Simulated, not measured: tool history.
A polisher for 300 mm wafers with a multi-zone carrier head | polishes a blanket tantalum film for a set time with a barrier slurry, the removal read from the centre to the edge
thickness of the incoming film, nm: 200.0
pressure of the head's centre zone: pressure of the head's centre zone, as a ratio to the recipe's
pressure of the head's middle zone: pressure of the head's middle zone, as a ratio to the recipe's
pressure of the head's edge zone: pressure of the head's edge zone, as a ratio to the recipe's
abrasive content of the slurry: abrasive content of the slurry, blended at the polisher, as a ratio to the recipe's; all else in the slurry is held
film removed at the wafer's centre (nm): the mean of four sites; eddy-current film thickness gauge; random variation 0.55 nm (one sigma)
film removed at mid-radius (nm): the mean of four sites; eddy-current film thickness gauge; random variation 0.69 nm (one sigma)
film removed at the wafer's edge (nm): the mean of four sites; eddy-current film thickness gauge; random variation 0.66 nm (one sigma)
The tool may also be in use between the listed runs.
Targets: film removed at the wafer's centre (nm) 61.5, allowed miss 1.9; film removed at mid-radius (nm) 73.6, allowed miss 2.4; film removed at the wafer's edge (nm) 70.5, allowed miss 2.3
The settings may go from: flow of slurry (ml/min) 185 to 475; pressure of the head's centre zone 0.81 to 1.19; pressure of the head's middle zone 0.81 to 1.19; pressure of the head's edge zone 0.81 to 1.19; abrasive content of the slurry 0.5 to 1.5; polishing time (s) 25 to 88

run	hour	flow of slurry (ml/min)	pressure of the head's centre zone	pressure of the head's middle zone	pressure of the head's edge zone	abrasive content of the slurry	polishing time (s)	film removed at the wafer's centre (nm)	film removed at mid-radius (nm)	film removed at the wafer's edge (nm)
1	0	305	1	1	1	1	56	70.97	71.173	72.274
2	6.3	305	1	1	1	1	47	59.72	58.974	60.347
3	10.8	310	0.99	1.04	1.04	1.05	47	60.227	62.73	62.863
4	17.4	320	0.98	1.07	1.07	1.1	47	59.609	64.262	63.87
5	21.8	320	0.98	1.07	1.03	1.1	47	59.866	65.118	63.246
6	25.4	325	0.97	1.09	1.06	1.15	47	59.435	65.972	64.654
7	27.3	345	0.96	1.19	1.14	1.4	48	64.613	77.84	72.162
8	32.8	340	0.95	1.18	1.14	1.4	48	61.916	75.451	71.199

4 next moves are on the table. One of them brings every result within its allowed miss. Which?
A	38.3	270	0.94	1.19	1.13	1.45	49	?	?	?
B	38.3	320	0.93	1.19	1.13	1.4	49	?	?	?
C	38.3	335	0.98	1.19	1.02	1.25	50	?	?	?
D	38.3	380	0.95	1.16	1.15	1.3	47	?	?	?

move	film removed at the wafer's centre (nm)	film removed at mid-radius (nm)	film removed at the wafer's edge (nm)
A	63.687	77.287	72.188
B	63.583	77.883	72.484
C	66.972	77.78	68.722
D	62.197	72.851	69.767
A: further off than the last run
B: further off than the last run
C: further off than the last run
D: meets every target
Answer: D
